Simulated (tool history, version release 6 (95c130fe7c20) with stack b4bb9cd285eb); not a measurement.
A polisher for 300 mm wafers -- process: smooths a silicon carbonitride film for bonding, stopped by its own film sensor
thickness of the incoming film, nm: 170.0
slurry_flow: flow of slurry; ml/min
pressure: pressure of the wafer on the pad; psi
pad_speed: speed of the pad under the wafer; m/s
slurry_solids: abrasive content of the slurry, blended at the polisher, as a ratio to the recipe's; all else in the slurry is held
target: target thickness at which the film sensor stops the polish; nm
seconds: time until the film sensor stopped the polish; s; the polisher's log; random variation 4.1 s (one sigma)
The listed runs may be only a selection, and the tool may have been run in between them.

run 1 hour=0.0 | slurry_flow=170 pressure=2.4 pad_speed=0.88 slurry_solids=1.0 target=134 | seconds=156.32
run 2 hour=7.0 | slurry_flow=170 pressure=2.4 pad_speed=0.88 slurry_solids=0.8 target=134 | seconds=162.33
run 3 hour=10.7 | slurry_flow=170 pressure=2.0 pad_speed=0.88 slurry_solids=0.8 target=134 | seconds=182.10
run 4 hour=14.9 | slurry_flow=170 pressure=1.7 pad_speed=0.86 slurry_solids=0.8 target=134 | seconds=200.10
run 5 hour=23.0 | slurry_flow=170 pressure=1.5 pad_speed=0.84 slurry_solids=0.8 target=134 | seconds=219.06
run 6 hour=30.8 | slurry_flow=190 pressure=1.5 pad_speed=0.84 slurry_solids=0.8 target=134 | seconds=221.32

Forecast run 7:
run 7 hour=38.5 | slurry_flow=190 pressure=1.5 pad_speed=0.84 slurry_solids=0.8 target=134 | seconds=?

Run 7 came out at seconds 215.74 s.
